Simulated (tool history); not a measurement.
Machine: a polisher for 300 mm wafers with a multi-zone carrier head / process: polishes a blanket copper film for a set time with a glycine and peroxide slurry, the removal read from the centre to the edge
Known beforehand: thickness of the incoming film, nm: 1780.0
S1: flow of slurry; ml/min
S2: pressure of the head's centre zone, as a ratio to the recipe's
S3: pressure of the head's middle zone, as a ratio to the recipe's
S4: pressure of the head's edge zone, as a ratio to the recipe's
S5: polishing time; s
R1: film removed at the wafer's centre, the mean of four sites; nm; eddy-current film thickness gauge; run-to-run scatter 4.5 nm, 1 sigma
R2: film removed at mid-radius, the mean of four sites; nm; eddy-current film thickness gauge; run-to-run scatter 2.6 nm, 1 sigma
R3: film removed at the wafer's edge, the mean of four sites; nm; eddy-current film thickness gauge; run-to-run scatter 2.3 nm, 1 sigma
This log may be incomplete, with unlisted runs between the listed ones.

Run 1, day 0.000: S1 265 ml/min, S2 1.00, S3 1.00, S4 1.00, S5 78 s. Result: R1 319.68 nm, R2 318.48 nm, R3 316.23 nm.
Run 2, day 0.033: S1 310 ml/min, S2 1.00, S3 1.00, S4 1.00, S5 78 s. Result: R1 322.29 nm, R2 327.53 nm, R3 315.96 nm.
Run 3, day 0.179: S1 310 ml/min, S2 1.00, S3 1.00, S4 0.91, S5 78 s. Result: R1 328.15 nm, R2 323.45 nm, R3 305.59 nm.
Run 4, day 0.392: S1 310 ml/min, S2 1.00, S3 1.04, S4 0.91, S5 78 s. Result: R1 322.32 nm, R2 338.50 nm, R3 306.22 nm.
Run 5, day 0.679: S1 310 ml/min, S2 1.00, S3 1.04, S4 0.85, S5 78 s. Result: R1 316.57 nm, R2 334.48 nm, R3 294.05 nm.
Run 6, day 0.850: S1 310 ml/min, S2 1.00, S3 0.96, S4 0.85, S5 78 s. Result: R1 327.46 nm, R2 312.01 nm, R3 297.66 nm.
Run 7, day 1.208: S1 315 ml/min, S2 1.01, S3 0.95, S4 0.88, S5 79 s. Result: R1 328.93 nm, R2 314.80 nm, R3 302.63 nm.
Run 8, day 1.488: S1 310 ml/min, S2 1.03, S3 0.94, S4 0.91, S5 80 s. Result: R1 349.64 nm, R2 318.92 nm, R3 312.84 nm.
Run 9, day 1.571: S1 310 ml/min, S2 1.04, S3 0.93, S4 0.94, S5 80 s. Result: R1 344.75 nm, R2 316.23 nm, R3 319.46 nm.
Run 10, day 1.879: S1 310 ml/min, S2 1.06, S3 0.92, S4 0.96, S5 80 s. Result: R1 343.47 nm, R2 309.50 nm, R3 323.26 nm.
Run 11, day 2.175: S1 310 ml/min, S2 1.07, S3 0.92, S4 0.96, S5 81 s. Result: R1 350.84 nm, R2 320.87 nm, R3 327.64 nm.
Run 12, day 2.462: S1 360 ml/min, S2 1.16, S3 0.86, S4 1.06, S5 83 s. Result: R1 396.35 nm, R2 307.27 nm, R3 354.21 nm.
Run 13, day 2.767: S1 360 ml/min, S2 1.16, S3 0.87, S4 1.06, S5 83 s. Result: R1 403.77 nm, R2 309.32 nm, R3 353.80 nm.

Run 14 comes next. What will it give?
Run 14, day 3.029: S1 360 ml/min, S2 1.16, S3 0.88, S4 1.06, S5 83 s. Result: R1 ?, R2 ?, R3 ?.

{"run 14": {"R1": 401.71, "R2": 313.37, "R3": 351.94}}

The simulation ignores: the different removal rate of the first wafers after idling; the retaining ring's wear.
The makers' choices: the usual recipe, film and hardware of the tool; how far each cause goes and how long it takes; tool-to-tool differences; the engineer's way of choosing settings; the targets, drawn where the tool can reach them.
